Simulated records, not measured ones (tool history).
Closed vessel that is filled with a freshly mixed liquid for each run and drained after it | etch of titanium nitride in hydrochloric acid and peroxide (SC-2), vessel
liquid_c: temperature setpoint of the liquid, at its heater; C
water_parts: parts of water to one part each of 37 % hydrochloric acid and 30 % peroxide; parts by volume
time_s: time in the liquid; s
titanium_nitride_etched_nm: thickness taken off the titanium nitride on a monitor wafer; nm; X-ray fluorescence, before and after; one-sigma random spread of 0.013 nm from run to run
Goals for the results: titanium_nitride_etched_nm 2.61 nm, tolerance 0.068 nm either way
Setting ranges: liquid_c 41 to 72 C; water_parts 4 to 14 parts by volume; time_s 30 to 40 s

run,hour,liquid_c,water_parts,time_s,titanium_nitride_etched_nm
1,0,57,7.5,40,1.3229
2,2.3,57,9.5,40,1.0979
3,10.7,57,11,40,0.96147
4,18.4,58.5,11,40,1.0672
5,23.8,58.5,9.5,40,1.1959
6,27.4,58.5,7,40,1.5342
7,35.9,59.5,7,40,1.6369
8,37.6,60.5,7,40,1.7452
9,40,61,7,40,1.7881
10,48.8,61.5,7,40,1.8538
11,52.2,62,7,40,1.9131
12,54.3,62.5,7,40,1.9692
13,63,63,7,40,2.049
14,68.4,63.5,7,40,2.0966
15,72.5,64,7,40,2.1621

5 next moves are on the table. One of them brings every result within its allowed miss. Which?
A,76.6,67,6.5,40,?
B,76.6,72,6.5,30,?
C,76.6,64,5.5,40,?
D,76.6,66,9.5,40,?
E,76.6,65,6,30,?

move,titanium_nitride_etched_nm
A,2.7381
B,2.7624
C,2.5864
D,1.9053
E,1.9331
A: moves the result that the last run missed by most past its target, out the other side
B: moves the result that the last run missed by most past its target, out the other side
C: all results in spec
D: the biggest miss grows against the last run
E: the biggest miss grows against the last run
Correct choice: C, which meets every target
